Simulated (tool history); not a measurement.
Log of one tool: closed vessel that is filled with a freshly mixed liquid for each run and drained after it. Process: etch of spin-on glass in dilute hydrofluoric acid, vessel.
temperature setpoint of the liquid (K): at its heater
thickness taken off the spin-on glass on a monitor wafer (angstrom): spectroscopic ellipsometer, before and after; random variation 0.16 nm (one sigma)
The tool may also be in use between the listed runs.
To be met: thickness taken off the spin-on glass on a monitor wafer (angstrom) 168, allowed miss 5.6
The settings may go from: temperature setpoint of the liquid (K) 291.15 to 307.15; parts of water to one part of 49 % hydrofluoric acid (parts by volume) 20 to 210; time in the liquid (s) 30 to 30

| run | day | temperature setpoint of the liquid (K) | parts of water to one part of 49 % hydrofluoric acid (parts by volume) | time in the liquid (s) | thickness taken off the spin-on glass on a monitor wafer (angstrom) |
|---|---|---|---|---|---|
| 1 | 0 | 299.15 | 115 | 30 | 127.21 |
| 2 | 0.125 | 299.15 | 75 | 30 | 209.16 |
| 3 | 0.433 | 299.15 | 75 | 30 | 205.26 |
| 4 | 0.492 | 301.65 | 75 | 30 | 228.17 |
| 5 | 0.783 | 304.15 | 75 | 30 | 249.94 |
| 6 | 1.033 | 301.65 | 75 | 30 | 227.75 |
| 7 | 1.362 | 299.65 | 75 | 30 | 207.57 |
| 8 | 1.654 | 298.15 | 75 | 30 | 199.22 |
| 9 | 1.896 | 294.15 | 80 | 30 | 156.94 |
| 10 | 2.15 | 294.65 | 80 | 30 | 159.22 |

Which of these 5 next moves meets every target?
| A | 2.404 | 300.65 | 95 | 30 | ? |
| B | 2.404 | 294.15 | 80 | 30 | ? |
| C | 2.404 | 295.65 | 85 | 30 | ? |
| D | 2.404 | 295.15 | 85 | 30 | ? |
| E | 2.404 | 294.15 | 70 | 30 | ? |

| move | thickness taken off the spin-on glass on a monitor wafer (angstrom) |
|---|---|
| A | 169.62 |
| B | 158.38 |
| C | 157.55 |
| D | 154.38 |
| E | 183.17 |
A: meets every target
B: further off than the last run
C: further off than the last run
D: further off than the last run
E: takes the result that was furthest off past its target
The right move is A.

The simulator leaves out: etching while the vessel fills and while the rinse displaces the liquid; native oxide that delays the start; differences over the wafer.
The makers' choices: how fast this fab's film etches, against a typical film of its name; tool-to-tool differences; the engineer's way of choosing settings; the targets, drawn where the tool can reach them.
